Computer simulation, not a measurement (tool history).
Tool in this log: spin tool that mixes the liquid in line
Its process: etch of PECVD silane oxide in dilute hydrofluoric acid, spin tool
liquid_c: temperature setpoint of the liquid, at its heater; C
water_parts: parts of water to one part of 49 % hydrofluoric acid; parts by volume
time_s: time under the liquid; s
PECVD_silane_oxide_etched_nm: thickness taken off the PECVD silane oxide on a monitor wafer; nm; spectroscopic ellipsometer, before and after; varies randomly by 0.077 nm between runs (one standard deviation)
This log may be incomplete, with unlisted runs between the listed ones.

{"run": 1, "hour": 0.0, "liquid_c": 21.0, "water_parts": 105, "time_s": 55, "PECVD_silane_oxide_etched_nm": 21.515}
{"run": 2, "hour": 1.5, "liquid_c": 23.5, "water_parts": 105, "time_s": 55, "PECVD_silane_oxide_etched_nm": 23.92}
{"run": 3, "hour": 7.7, "liquid_c": 23.5, "water_parts": 105, "time_s": 55, "PECVD_silane_oxide_etched_nm": 23.945}
{"run": 4, "hour": 12.0, "liquid_c": 22.0, "water_parts": 105, "time_s": 55, "PECVD_silane_oxide_etched_nm": 22.61}
{"run": 5, "hour": 19.9, "liquid_c": 21.0, "water_parts": 105, "time_s": 55, "PECVD_silane_oxide_etched_nm": 21.506}
{"run": 6, "hour": 22.9, "liquid_c": 18.5, "water_parts": 105, "time_s": 55, "PECVD_silane_oxide_etched_nm": 19.339}
{"run": 7, "hour": 29.1, "liquid_c": 18.0, "water_parts": 105, "time_s": 55, "PECVD_silane_oxide_etched_nm": 19.044}

Run 8 is up next; what results do you expect?
{"run": 8, "hour": 34.1, "liquid_c": 17.5, "water_parts": 110, "time_s": 55, "PECVD_silane_oxide_etched_nm": "?"}

{"run 8": {"PECVD_silane_oxide_etched_nm": 17.811}}
